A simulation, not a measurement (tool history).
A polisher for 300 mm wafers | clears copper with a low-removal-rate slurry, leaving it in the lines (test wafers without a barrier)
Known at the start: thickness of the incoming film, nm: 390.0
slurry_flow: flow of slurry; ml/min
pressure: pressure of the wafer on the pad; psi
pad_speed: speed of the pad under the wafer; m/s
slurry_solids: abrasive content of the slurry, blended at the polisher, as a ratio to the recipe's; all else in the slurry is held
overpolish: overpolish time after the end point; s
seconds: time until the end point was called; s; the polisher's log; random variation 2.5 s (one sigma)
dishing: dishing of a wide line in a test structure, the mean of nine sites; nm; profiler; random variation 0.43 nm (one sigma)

run,hour,slurry_flow,pressure,pad_speed,slurry_solids,overpolish,seconds,dishing
1,0,170,2.4,1.06,1,13,158.93,20.912
2,9,165,2.3,1.06,1,15,164.29,22.604
3,17.5,165,2.3,1.06,1,10,168.53,15.623
4,22,160,2.2,1.04,1,13,178.12,19.297
5,23.8,160,2.2,1.04,1,10,176.99,14.713
6,27.5,160,2.2,1.04,1,13,175.86,19.027
7,33.4,160,2.1,1.04,1,15,183.93,20.68
8,39.8,160,2,1.04,1,16,195.6,21.577

Run 9 comes next. What will it give?
9,42.4,150,1.9,1.04,1,20,?,?

Run 9 gave seconds 200.32 s, dishing 23.879 nm.
